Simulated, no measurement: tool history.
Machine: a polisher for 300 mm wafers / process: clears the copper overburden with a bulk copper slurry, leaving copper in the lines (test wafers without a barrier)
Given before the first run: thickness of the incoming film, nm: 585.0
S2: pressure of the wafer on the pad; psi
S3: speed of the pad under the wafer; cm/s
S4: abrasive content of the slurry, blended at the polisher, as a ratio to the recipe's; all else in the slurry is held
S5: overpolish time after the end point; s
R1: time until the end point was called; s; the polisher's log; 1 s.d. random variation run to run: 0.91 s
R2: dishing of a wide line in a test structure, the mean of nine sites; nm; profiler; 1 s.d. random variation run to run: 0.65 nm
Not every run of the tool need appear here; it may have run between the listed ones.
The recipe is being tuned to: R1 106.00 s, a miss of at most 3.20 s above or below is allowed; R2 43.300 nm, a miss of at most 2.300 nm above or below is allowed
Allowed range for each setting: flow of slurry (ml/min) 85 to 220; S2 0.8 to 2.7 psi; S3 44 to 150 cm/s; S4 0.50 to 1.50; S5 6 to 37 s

{"run": 1, "day": 0.0, "flow of slurry (ml/min)": 140, "S2": 1.7, "S3": 96, "S4": 1.0, "S5": 19, "R1": 121.66, "R2": 45.408}
{"run": 2, "day": 0.167, "flow of slurry (ml/min)": 150, "S2": 1.7, "S3": 96, "S4": 1.0, "S5": 18, "R1": 117.51, "R2": 44.049}
{"run": 3, "day": 0.483, "flow of slurry (ml/min)": 150, "S2": 1.7, "S3": 86, "S4": 1.0, "S5": 18, "R1": 130.42, "R2": 41.468}
{"run": 4, "day": 0.542, "flow of slurry (ml/min)": 185, "S2": 1.7, "S3": 86, "S4": 1.0, "S5": 18, "R1": 126.61, "R2": 42.97}
{"run": 5, "day": 0.825, "flow of slurry (ml/min)": 185, "S2": 1.7, "S3": 86, "S4": 1.0, "S5": 11, "R1": 126.48, "R2": 29.872}
{"run": 6, "day": 0.933, "flow of slurry (ml/min)": 185, "S2": 1.8, "S3": 86, "S4": 1.0, "S5": 12, "R1": 119.09, "R2": 34.104}
{"run": 7, "day": 1.088, "flow of slurry (ml/min)": 185, "S2": 1.9, "S3": 86, "S4": 1.0, "S5": 13, "R1": 114.42, "R2": 37.024}
{"run": 8, "day": 1.371, "flow of slurry (ml/min)": 200, "S2": 2.1, "S3": 86, "S4": 1.0, "S5": 16, "R1": 103.48, "R2": 46.531}
{"run": 9, "day": 1.692, "flow of slurry (ml/min)": 200, "S2": 2.1, "S3": 86, "S4": 1.0, "S5": 16, "R1": 102.44, "R2": 44.824}
{"run": 10, "day": 1.867, "flow of slurry (ml/min)": 195, "S2": 2.1, "S3": 86, "S4": 1.0, "S5": 16, "R1": 102.54, "R2": 45.267}
{"run": 11, "day": 2.204, "flow of slurry (ml/min)": 190, "S2": 2.1, "S3": 86, "S4": 1.0, "S5": 16, "R1": 102.83, "R2": 46.358}
{"run": 12, "day": 2.508, "flow of slurry (ml/min)": 185, "S2": 2.0, "S3": 86, "S4": 1.0, "S5": 14, "R1": 111.36, "R2": 41.439}
{"run": 13, "day": 2.567, "flow of slurry (ml/min)": 185, "S2": 2.0, "S3": 86, "S4": 1.0, "S5": 14, "R1": 108.22, "R2": 39.432}
{"run": 14, "day": 2.767, "flow of slurry (ml/min)": 195, "S2": 2.0, "S3": 86, "S4": 1.0, "S5": 17, "R1": 109.9, "R2": 45.521}
{"run": 15, "day": 2.992, "flow of slurry (ml/min)": 195, "S2": 2.0, "S3": 86, "S4": 1.0, "S5": 17, "R1": 108.0, "R2": 46.712}

Consider the 4 candidate settings below. Which is the only one whose results all fall within their allowed miss of target?
{"run": "A", "day": 3.217, "flow of slurry (ml/min)": 210, "S2": 2.0, "S3": 88, "S4": 1.0, "S5": 15, "R1": "?", "R2": "?"}
{"run": "B", "day": 3.217, "flow of slurry (ml/min)": 210, "S2": 1.8, "S3": 94, "S4": 0.95, "S5": 21, "R1": "?", "R2": "?"}
{"run": "C", "day": 3.217, "flow of slurry (ml/min)": 195, "S2": 1.8, "S3": 90, "S4": 1.05, "S5": 17, "R1": "?", "R2": "?"}
{"run": "D", "day": 3.217, "flow of slurry (ml/min)": 155, "S2": 1.7, "S3": 106, "S4": 1.05, "S5": 13, "R1": "?", "R2": "?"}

move=A R1=104.86 R2=43.466
move=B R1=110.56 R2=50.132
move=C R1=113.20 R2=44.015
move=D R1=105.46 R2=38.569
A: in spec on every target
B: moves away from the targets compared with the last run
C: corrects the largest miss of the last run, while another result sits out of spec
D: takes the result that was furthest off past its target
The right move is A.
